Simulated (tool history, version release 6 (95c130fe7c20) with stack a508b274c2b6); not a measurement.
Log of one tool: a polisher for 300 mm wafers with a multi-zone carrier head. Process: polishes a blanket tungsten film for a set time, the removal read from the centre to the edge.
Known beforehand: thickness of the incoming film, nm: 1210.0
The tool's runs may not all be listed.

run  hour  flow of slurry (ml/min)  pressure of the head's centre zone  pressure of the head's middle zone  pressure of the head's edge zone  abrasive content of the slurry  polishing time (s)  film removed at the wafer's centre (nm)  film removed at mid-radius (nm)  film removed at the wafer's edge (nm)
  1   0.0                      130                                1.00                                1.00                              1.00                            1.00                  59                                   451.64                           416.62                                 398.10
  2   1.2                      120                                0.97                                0.99                              0.99                            0.95                  59                                   424.10                           406.45                                 392.26
  3   2.1                      120                                0.97                                0.99                              0.99                            0.95                  67                                   474.85                           463.03                                 446.53
  4   9.0                      115                                0.95                                0.97                              0.97                            0.85                  66                                   443.23                           432.72                                 423.87
  5  11.2                      115                                0.93                                0.96                              0.95                            0.75                  66                                   421.86                           417.70                                 421.64
  6  17.1                      115                                0.93                                0.96                              0.95                            0.75                  58                                   375.16                           362.89                                 362.87

Run 7 has not been measured yet. What should we expect?
  7  18.8                      110                                0.92                                0.96                              0.95                            0.75                  58                                        ?                                ?                                      ?

{"run 7": {"film removed at the wafer's centre (nm)": 371.95, "film removed at mid-radius (nm)": 362.51, "film removed at the wafer's edge (nm)": 356.69}}

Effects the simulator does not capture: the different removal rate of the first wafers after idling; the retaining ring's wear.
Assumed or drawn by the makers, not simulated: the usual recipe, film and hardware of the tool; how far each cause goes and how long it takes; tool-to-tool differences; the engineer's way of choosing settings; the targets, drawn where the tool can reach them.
